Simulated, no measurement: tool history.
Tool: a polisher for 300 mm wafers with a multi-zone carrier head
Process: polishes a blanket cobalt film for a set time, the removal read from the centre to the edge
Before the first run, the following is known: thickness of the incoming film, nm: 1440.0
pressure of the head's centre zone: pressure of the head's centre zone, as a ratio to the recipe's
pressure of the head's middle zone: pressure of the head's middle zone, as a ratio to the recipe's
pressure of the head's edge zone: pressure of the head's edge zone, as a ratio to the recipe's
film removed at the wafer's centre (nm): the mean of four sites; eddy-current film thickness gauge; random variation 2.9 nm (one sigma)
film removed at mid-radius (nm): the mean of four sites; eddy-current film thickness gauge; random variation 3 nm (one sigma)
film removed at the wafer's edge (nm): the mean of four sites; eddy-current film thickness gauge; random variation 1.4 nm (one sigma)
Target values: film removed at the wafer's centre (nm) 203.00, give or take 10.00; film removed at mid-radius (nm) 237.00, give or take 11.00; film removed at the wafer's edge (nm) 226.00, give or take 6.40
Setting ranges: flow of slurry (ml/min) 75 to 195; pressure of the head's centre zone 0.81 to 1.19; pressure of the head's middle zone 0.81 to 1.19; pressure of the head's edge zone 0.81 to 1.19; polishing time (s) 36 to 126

run	hour	flow of slurry (ml/min)	pressure of the head's centre zone	pressure of the head's middle zone	pressure of the head's edge zone	polishing time (s)	film removed at the wafer's centre (nm)	film removed at mid-radius (nm)	film removed at the wafer's edge (nm)
1	0.0	125	1.00	1.00	1.00	81	311.36	309.81	310.19
2	1.1	120	0.98	1.00	0.98	78	304.30	296.24	298.50
3	9.0	120	0.98	1.06	0.98	78	297.45	306.86	296.14
4	13.2	120	0.98	1.06	0.98	86	329.19	340.21	325.26
5	16.6	120	0.98	1.06	0.92	86	329.67	341.89	316.09
6	18.4	120	0.98	1.01	0.92	86	319.58	326.13	314.71
7	19.6	115	0.96	1.01	0.91	83	295.75	318.60	302.23
8	26.7	110	0.95	1.00	0.90	80	283.46	294.69	292.84
9	27.2	100	0.86	1.09	0.86	58	186.99	225.68	200.59
10	35.4	105	0.86	1.08	0.87	58	190.23	230.20	202.99
11	36.0	110	0.86	1.07	0.88	58	192.58	230.51	205.81
12	39.5	110	0.86	1.06	0.89	58	194.64	222.56	207.19
13	41.1	110	0.85	1.06	0.90	59	190.03	232.23	212.78
# hour 44.4: worn pad replaced by a new one
14	44.4	115	0.85	1.05	0.91	59	224.36	261.62	241.98
15	49.2	105	0.85	1.04	0.91	59	213.81	251.93	237.79
16	53.9	100	0.85	1.04	0.91	59	210.92	253.13	238.28

Pick the move, out of 5, that brings all results within their allowed miss; only one does.
A	58.6	85	0.82	1.19	0.94	61	?	?	?
B	58.6	75	0.91	1.13	0.89	58	?	?	?
C	58.6	80	0.81	1.11	0.87	64	?	?	?
D	58.6	120	0.90	1.19	0.82	56	?	?	?
E	58.6	85	0.83	1.02	0.85	61	?	?	?

move	film removed at the wafer's centre (nm)	film removed at mid-radius (nm)	film removed at the wafer's edge (nm)
A	201.12	270.43	240.00
B	196.79	236.54	216.52
C	204.03	263.64	240.07
D	221.61	273.42	221.18
E	202.77	240.74	229.73
A: moves away from the targets compared with the last run
B: the result that was furthest off in the last run now lies on the other side of its target
C: moves away from the targets compared with the last run
D: meets the target for the result that was furthest off, but another lies outside its allowed miss
E: every result lands within tolerance
The right move is E.
